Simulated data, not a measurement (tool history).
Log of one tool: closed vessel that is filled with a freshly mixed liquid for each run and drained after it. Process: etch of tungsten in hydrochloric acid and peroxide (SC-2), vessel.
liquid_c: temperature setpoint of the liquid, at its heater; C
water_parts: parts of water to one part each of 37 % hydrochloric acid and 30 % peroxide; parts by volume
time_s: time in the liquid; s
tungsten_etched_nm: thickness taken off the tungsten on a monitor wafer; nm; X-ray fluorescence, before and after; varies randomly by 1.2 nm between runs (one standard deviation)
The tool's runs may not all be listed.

run	hour	liquid_c	water_parts	time_s	tungsten_etched_nm
1	0	50	6.5	330	83.348
2	5.1	46.5	6.5	330	66.695
3	11.9	46.5	8	330	55.95
4	17.9	51	7.5	330	79.317
5	21.5	54.5	7	330	105.82
6	27.8	54.5	8.5	330	90.648
# hour 33.6: new drum of peroxide connected
7	33.6	57	8	330	116.63
8	37.2	59	7.5	330	139.06
9	42.5	60.5	7	330	161.79

Expected results for the next run?
10	47.2	62	7	330	?

{"run 10": {"tungsten_etched_nm": 178.28}}
